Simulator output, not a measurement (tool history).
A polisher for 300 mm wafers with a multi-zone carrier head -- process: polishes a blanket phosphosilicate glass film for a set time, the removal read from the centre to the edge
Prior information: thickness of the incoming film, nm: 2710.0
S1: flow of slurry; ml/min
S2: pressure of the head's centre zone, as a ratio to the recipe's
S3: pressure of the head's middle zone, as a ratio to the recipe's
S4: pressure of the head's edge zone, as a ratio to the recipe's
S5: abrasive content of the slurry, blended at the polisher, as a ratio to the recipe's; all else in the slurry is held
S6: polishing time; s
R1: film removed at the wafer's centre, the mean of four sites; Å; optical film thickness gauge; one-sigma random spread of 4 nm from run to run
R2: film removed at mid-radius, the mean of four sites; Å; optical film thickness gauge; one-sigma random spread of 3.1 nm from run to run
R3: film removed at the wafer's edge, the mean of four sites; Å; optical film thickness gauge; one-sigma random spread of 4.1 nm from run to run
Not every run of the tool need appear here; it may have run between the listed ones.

run    day   S1    S2    S3    S4    S5  S6      R1      R2      R3
  1  0.000  160  1.00  1.00  1.00  1.00  34  2298.2  2411.2  2549.9
  2  0.212  160  1.00  0.93  1.00  1.00  34  2334.2  2249.8  2521.1
  3  0.288  165  1.02  0.93  1.03  1.05  34  2385.2  2259.5  2629.1
  4  0.412  170  1.05  0.93  1.04  1.10  34  2623.4  2389.3  2728.9
     0.442  -- edge zone pressure recalibrated
  5  0.442  170  1.05  0.93  1.04  0.90  34  2296.0  2162.1  2304.1
  6  0.683  185  1.05  0.93  1.04  0.90  34  2407.0  2166.1  2373.8

Run 7 comes next. What will it give?
  7  0.979  195  1.05  0.93  1.05  0.95  34   ?   ?   ?

R1: 2540.4 Å
R2: 2246.9 Å
R3: 2471.0 Å

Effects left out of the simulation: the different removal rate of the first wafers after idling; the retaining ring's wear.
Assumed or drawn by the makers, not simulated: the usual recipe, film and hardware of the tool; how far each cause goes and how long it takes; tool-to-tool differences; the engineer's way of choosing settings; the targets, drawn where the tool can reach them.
